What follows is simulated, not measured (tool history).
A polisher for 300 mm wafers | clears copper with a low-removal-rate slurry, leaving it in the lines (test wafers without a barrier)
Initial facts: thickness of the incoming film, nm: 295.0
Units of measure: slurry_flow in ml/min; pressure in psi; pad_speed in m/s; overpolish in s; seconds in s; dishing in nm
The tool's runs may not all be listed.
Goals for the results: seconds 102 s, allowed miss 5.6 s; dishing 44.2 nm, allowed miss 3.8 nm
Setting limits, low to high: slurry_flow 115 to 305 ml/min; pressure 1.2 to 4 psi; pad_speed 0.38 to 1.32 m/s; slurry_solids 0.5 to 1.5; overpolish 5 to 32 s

run 1 hour=0 | slurry_flow=195 pressure=2.6 pad_speed=0.84 slurry_solids=1 overpolish=16 | seconds=117.86 dishing=24.493
run 2 hour=1.7 | slurry_flow=195 pressure=2.6 pad_speed=0.92 slurry_solids=1 overpolish=16 | seconds=112.54 dishing=26.579
run 3 hour=3 | slurry_flow=240 pressure=2.6 pad_speed=0.92 slurry_solids=1 overpolish=16 | seconds=109.72 dishing=25.54
run 4 hour=10.7 | slurry_flow=240 pressure=2.6 pad_speed=0.92 slurry_solids=0.8 overpolish=16 | seconds=113.26 dishing=23.896
run 5 hour=19.3 | slurry_flow=240 pressure=2.7 pad_speed=0.92 slurry_solids=0.85 overpolish=19 | seconds=111.62 dishing=29.337
run 6 hour=24.5 | slurry_flow=240 pressure=2.8 pad_speed=0.92 slurry_solids=0.85 overpolish=21 | seconds=104.57 dishing=33.517
run 7 hour=26 | slurry_flow=240 pressure=2.8 pad_speed=0.92 slurry_solids=0.85 overpolish=22 | seconds=106.78 dishing=33.687
run 8 hour=31.9 | slurry_flow=240 pressure=2.8 pad_speed=0.92 slurry_solids=0.85 overpolish=24 | seconds=108.78 dishing=37.721
run 9 hour=37.5 | slurry_flow=240 pressure=2.8 pad_speed=0.92 slurry_solids=0.85 overpolish=25 | seconds=107.03 dishing=39.647
run 10 hour=42.3 | slurry_flow=240 pressure=2.9 pad_speed=0.92 slurry_solids=0.85 overpolish=26 | seconds=103.24 dishing=39.244

4 next moves are on the table. One of them brings every result within its allowed miss. Which?
run A hour=47.1 | slurry_flow=225 pressure=2.6 pad_speed=0.88 slurry_solids=0.9 overpolish=32 | seconds=? dishing=?
run B hour=47.1 | slurry_flow=295 pressure=3 pad_speed=1.08 slurry_solids=0.6 overpolish=31 | seconds=? dishing=?
run C hour=47.1 | slurry_flow=180 pressure=2.6 pad_speed=1 slurry_solids=1.05 overpolish=29 | seconds=? dishing=?
run D hour=47.1 | slurry_flow=190 pressure=3.4 pad_speed=0.96 slurry_solids=0.9 overpolish=19 | seconds=? dishing=?

move=A seconds=115.22 dishing=43.149
move=B seconds=89.034 dishing=51.303
move=C seconds=102.03 dishing=43.893
move=D seconds=90.551 dishing=35.228
A: brings the last run's worst result on target, with another outside its allowed miss
B: takes the result that was furthest off past its target
C: every result lands within tolerance
D: the biggest miss grows against the last run
The move that meets every target is C.

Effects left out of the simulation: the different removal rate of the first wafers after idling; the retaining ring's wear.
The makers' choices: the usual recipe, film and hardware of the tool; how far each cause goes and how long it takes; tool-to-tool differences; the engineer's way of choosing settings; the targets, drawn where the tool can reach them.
